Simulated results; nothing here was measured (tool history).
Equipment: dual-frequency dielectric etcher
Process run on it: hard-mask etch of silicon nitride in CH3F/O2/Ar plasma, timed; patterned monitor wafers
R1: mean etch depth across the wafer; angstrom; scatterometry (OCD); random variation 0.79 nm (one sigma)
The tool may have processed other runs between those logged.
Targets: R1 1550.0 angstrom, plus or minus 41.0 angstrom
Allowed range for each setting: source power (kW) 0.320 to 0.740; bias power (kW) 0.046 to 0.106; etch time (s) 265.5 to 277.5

run 1 hour=0.0 | source_power_(kW)=0.530 bias_power_(kW)=0.076 etch_time_(s)=265.5 | R1=1931.0
run 2 hour=8.6 | source_power_(kW)=0.530 bias_power_(kW)=0.076 etch_time_(s)=265.5 | R1=1956.8
run 3 hour=15.0 | source_power_(kW)=0.530 bias_power_(kW)=0.076 etch_time_(s)=277.5 | R1=2019.5
run 4 hour=18.2 | source_power_(kW)=0.500 bias_power_(kW)=0.071 etch_time_(s)=275.0 | R1=1875.3
run 5 hour=27.3 | source_power_(kW)=0.500 bias_power_(kW)=0.082 etch_time_(s)=275.0 | R1=2040.0
run 6 hour=31.5 | source_power_(kW)=0.540 bias_power_(kW)=0.082 etch_time_(s)=275.0 | R1=2112.8
-- hour=39.1 wet clean of the chamber
run 7 hour=39.1 | source_power_(kW)=0.510 bias_power_(kW)=0.078 etch_time_(s)=274.0 | R1=2074.2
run 8 hour=42.0 | source_power_(kW)=0.510 bias_power_(kW)=0.072 etch_time_(s)=272.5 | R1=1971.6
run 9 hour=47.7 | source_power_(kW)=0.470 bias_power_(kW)=0.067 etch_time_(s)=271.0 | R1=1821.1
run 10 hour=53.7 | source_power_(kW)=0.450 bias_power_(kW)=0.064 etch_time_(s)=270.0 | R1=1741.6
run 11 hour=57.6 | source_power_(kW)=0.350 bias_power_(kW)=0.058 etch_time_(s)=269.0 | R1=1440.3
run 12 hour=64.8 | source_power_(kW)=0.360 bias_power_(kW)=0.058 etch_time_(s)=269.0 | R1=1477.6
run 13 hour=65.8 | source_power_(kW)=0.360 bias_power_(kW)=0.058 etch_time_(s)=269.0 | R1=1480.7

Which of these 5 next moves meets every target?
run A hour=66.8 | source_power_(kW)=0.380 bias_power_(kW)=0.069 etch_time_(s)=265.5 | R1=?
run B hour=66.8 | source_power_(kW)=0.370 bias_power_(kW)=0.067 etch_time_(s)=270.5 | R1=?
run C hour=66.8 | source_power_(kW)=0.320 bias_power_(kW)=0.067 etch_time_(s)=271.0 | R1=?
run D hour=66.8 | source_power_(kW)=0.420 bias_power_(kW)=0.057 etch_time_(s)=277.5 | R1=?
run E hour=66.8 | source_power_(kW)=0.420 bias_power_(kW)=0.060 etch_time_(s)=270.5 | R1=?

move=A R1=1669.7
move=B R1=1653.1
move=C R1=1553.6
move=D R1=1628.1
move=E R1=1637.0
A: moves the result that the last run missed by most past its target, out the other side
B: moves the result that the last run missed by most past its target, out the other side
C: each result inside its tolerance
D: moves the result that the last run missed by most past its target, out the other side
E: moves the result that the last run missed by most past its target, out the other side
C is the move that brings every result within its allowed miss.
